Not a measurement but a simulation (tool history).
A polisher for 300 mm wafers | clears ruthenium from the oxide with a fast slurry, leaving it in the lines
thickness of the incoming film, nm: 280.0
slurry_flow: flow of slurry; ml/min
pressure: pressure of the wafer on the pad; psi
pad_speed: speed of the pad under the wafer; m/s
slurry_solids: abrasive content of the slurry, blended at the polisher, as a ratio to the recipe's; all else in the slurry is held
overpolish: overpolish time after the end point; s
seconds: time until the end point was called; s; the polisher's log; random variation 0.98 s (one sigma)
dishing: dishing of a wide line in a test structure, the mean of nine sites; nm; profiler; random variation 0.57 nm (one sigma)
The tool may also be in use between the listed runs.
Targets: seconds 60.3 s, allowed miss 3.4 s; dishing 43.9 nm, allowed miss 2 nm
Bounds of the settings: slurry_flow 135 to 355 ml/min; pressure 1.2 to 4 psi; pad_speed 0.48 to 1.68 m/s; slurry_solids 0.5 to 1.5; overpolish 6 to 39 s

| run | day | slurry_flow | pressure | pad_speed | slurry_solids | overpolish | seconds | dishing |
|---|---|---|---|---|---|---|---|---|
| 1 | 0 | 225 | 2.6 | 1.08 | 1 | 20 | 69.403 | 64.522 |
| 2 | 0.079 | 225 | 2.7 | 1.08 | 1 | 18 | 68.81 | 59.946 |
| 3 | 0.362 | 225 | 2.7 | 1.08 | 0.9 | 18 | 70.758 | 57.848 |
| 4 | 0.667 | 225 | 2.7 | 1.08 | 1.05 | 18 | 66.254 | 62.22 |
| 5 | 1.012 | 225 | 2.7 | 1.32 | 1.05 | 18 | 55.03 | 74.125 |
| 6 | 1.362 | 225 | 2.1 | 1.32 | 1.05 | 18 | 64.121 | 63.142 |
| 7 | 1.458 | 225 | 2.1 | 1.32 | 1.05 | 16 | 65.506 | 55.446 |
| 8 | 1.783 | 225 | 2.1 | 1.32 | 1.05 | 15 | 64.542 | 53.229 |
| 9 | 1.988 | 225 | 2.1 | 1.32 | 1.05 | 14 | 66.016 | 50.976 |
| 10 | 2.346 | 235 | 2.4 | 1.32 | 1.05 | 7 | 58.36 | 29.778 |
| 11 | 2.425 | 225 | 2.4 | 1.34 | 1.05 | 8 | 58.506 | 33.931 |
| 12 | 2.758 | 215 | 2.4 | 1.34 | 1.05 | 8 | 58.755 | 34.031 |
| 13 | 3.004 | 210 | 2.3 | 1.34 | 1.05 | 16 | 62.046 | 59.073 |

4 next moves are on the table. One of them brings every result within its allowed miss. Which?
| A | 3.25 | 215 | 2.1 | 1.36 | 1 | 10 | ? | ? |
| B | 3.25 | 180 | 2.2 | 1.42 | 1.1 | 11 | ? | ? |
| C | 3.25 | 215 | 1.9 | 1.36 | 1.05 | 10 | ? | ? |
| D | 3.25 | 225 | 2.9 | 1.18 | 1.05 | 24 | ? | ? |

| move | seconds | dishing |
|---|---|---|
| A | 64.764 | 38.249 |
| B | 59.597 | 44.858 |
| C | 68.184 | 36.51 |
| D | 57.198 | 88.286 |
A: takes the result that was furthest off past its target
B: meets every target
C: takes the result that was furthest off past its target
D: further off than the last run
Move B is the one to make.

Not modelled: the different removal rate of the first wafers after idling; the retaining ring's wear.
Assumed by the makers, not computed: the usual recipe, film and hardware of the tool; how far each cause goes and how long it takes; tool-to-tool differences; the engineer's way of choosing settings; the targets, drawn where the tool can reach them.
